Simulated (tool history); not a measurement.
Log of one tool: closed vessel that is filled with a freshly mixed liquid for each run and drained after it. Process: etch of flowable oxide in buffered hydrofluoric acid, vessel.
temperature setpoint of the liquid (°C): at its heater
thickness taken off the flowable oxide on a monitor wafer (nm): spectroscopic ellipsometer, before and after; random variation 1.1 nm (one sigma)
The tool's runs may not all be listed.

run  hour  temperature setpoint of the liquid (°C)  parts of 40 % ammonium fluoride to one part of 49 % hydrofluoric acid (parts by volume)  time in the liquid (s)  thickness taken off the flowable oxide on a monitor wafer (nm)
  1     0                                       23                                                                                     13.5                      35                                                          98.622
  2   1.2                                       23                                                                                       11                      35                                                           121.7
  3   9.3                                       24                                                                                       11                      35                                                           126.6
  4  17.9                                       24                                                                                       11                      30                                                           108.3
  5  22.4                                     20.5                                                                                       11                      30                                                          90.529
  6    26                                     20.5                                                                                     12.5                      30                                                          79.069
  7    30                                       22                                                                                       12                      30                                                          89.544
  8  31.6                                     23.5                                                                                     11.5                      30                                                          101.24
  9  33.6                                     24.5                                                                                       11                      30                                                          111.16
 10  42.4                                     25.5                                                                                     10.5                      30                                                          124.41
 11  42.9                                     26.5                                                                                       10                      30                                                           137.1
 12  44.5                                       27                                                                                      9.5                      30                                                          148.43
 13  50.1                                     27.5                                                                                      9.5                      30                                                           152.4
 14  56.8                                       28                                                                                      9.5                      30                                                          155.94
 15  63.4                                     28.5                                                                                      9.5                      30                                                          159.65
 16    71                                       29                                                                                        9                      30                                                          172.64

The next listed run, before its measurement:
 17  76.7                                     29.5                                                                                        9                      30                                                               ?

{"run 17": {"thickness taken off the flowable oxide on a monitor wafer (nm)": 178.38}}
